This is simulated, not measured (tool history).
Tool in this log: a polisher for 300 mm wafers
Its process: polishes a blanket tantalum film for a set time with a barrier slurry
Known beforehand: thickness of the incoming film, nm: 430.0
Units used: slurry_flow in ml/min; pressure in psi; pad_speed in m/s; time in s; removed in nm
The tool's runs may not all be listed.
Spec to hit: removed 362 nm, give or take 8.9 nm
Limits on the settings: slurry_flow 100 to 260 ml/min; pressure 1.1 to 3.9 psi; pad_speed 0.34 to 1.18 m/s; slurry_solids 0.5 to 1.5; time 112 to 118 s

run	day	slurry_flow	pressure	pad_speed	slurry_solids	time	removed
1	0	165	2.5	0.76	1	112	188.21
2	0.238	170	2.7	0.76	1	112	200.44
3	0.421	170	2.8	0.78	1	112	214.37
4	0.488	210	2.8	0.78	1	112	221.55
5	0.679	210	2.9	0.78	1	112	230.17
6	0.825	210	3	0.78	1	112	239.02
7	0.992	210	3.1	0.78	1	112	246.71
8	1.229	210	3.1	0.78	1	112	246.48
9	1.6	235	3.8	0.82	1	112	316.08
10	1.712	235	3.8	0.84	1	112	317.52

Which single option among these 5 for the next run brings every result within its allowed miss of target? Just one does.
A	1.825	225	3.8	0.86	1	117	?
B	1.825	210	3.9	0.88	1.1	118	?
C	1.825	255	3.4	0.94	1.15	116	?
D	1.825	230	3.8	0.88	1.1	113	?
E	1.825	260	3.9	0.94	1.15	117	?

move	removed
A	333.89
B	357.05
C	332.82
D	337.22
E	384.76
A: gains on the last run, yet a result remains outside its allowed miss
B: all results land within tolerance of their targets
C: gains on the last run, yet a result remains outside its allowed miss
D: gains on the last run, yet a result remains outside its allowed miss
E: takes the result that was furthest off past its target
B is the move that brings every result within its allowed miss.

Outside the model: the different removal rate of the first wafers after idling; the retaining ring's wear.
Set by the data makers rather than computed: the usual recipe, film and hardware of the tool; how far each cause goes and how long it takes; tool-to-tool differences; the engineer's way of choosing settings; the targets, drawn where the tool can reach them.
